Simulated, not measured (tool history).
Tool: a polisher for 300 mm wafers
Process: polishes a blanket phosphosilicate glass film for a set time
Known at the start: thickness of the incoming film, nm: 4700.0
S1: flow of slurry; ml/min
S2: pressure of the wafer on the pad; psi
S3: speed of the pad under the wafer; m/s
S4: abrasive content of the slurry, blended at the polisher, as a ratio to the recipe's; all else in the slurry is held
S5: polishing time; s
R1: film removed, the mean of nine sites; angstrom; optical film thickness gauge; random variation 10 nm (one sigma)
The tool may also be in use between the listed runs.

{"run": 1, "hour": 0.0, "S1": 135, "S2": 2.2, "S3": 1.18, "S4": 1, "S5": 83, "R1": 4969.7}
{"run": 2, "hour": 6.0, "S1": 135, "S2": 1.9, "S3": 1.18, "S4": 1, "S5": 83, "R1": 4488.2}
{"run": 3, "hour": 13.2, "S1": 135, "S2": 2.1, "S3": 1.2, "S4": 1, "S5": 83, "R1": 4911.7}
{"run": 4, "hour": 14.4, "S1": 135, "S2": 2.3, "S3": 1.22, "S4": 1, "S5": 83, "R1": 5407}
{"run": 5, "hour": 18.1, "S1": 135, "S2": 2.5, "S3": 1.22, "S4": 1, "S5": 83, "R1": 5562.6}
{"run": 6, "hour": 21.3, "S1": 165, "S2": 2.5, "S3": 1.22, "S4": 1, "S5": 83, "R1": 5903.3}
{"run": 7, "hour": 24.5, "S1": 185, "S2": 3.1, "S3": 1.26, "S4": 1, "S5": 83, "R1": 7399.8}
{"run": 8, "hour": 26.4, "S1": 185, "S2": 3.2, "S3": 1.28, "S4": 1, "S5": 83, "R1": 7756.8}
{"run": 9, "hour": 31.0, "S1": 185, "S2": 3.2, "S3": 1.3, "S4": 1, "S5": 83, "R1": 7627.5}
{"run": 10, "hour": 37.7, "S1": 185, "S2": 3.2, "S3": 1.32, "S4": 1, "S5": 83, "R1": 7796.4}

Run 11 comes next. What will it give?
{"run": 11, "hour": 40.9, "S1": 185, "S2": 3.2, "S3": 1.34, "S4": 1, "S5": 83, "R1": "?"}

Run 11 gave R1 7906.4 angstrom.
